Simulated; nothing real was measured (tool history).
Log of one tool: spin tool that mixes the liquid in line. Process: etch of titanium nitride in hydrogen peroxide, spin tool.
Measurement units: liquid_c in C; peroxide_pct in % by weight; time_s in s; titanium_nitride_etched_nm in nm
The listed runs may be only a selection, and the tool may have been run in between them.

run  hour  liquid_c  peroxide_pct  time_s  titanium_nitride_etched_nm
  1     0        55          16.5     100                      3.2641
  2   7.7        56          16.5     100                      3.4843
  3  10.3        56            14     100                      3.3531
  4  11.2        57            14     100                      3.6165
  5  13.4        58            14     100                      3.8925
  6  16.1      58.5            14     100                      3.9949
  7  22.4        59            14     100                      4.1749

Predict the results of run 8:
  8    29      59.5            14     100                           ?

Run 8 gave titanium_nitride_etched_nm 4.2699 nm.
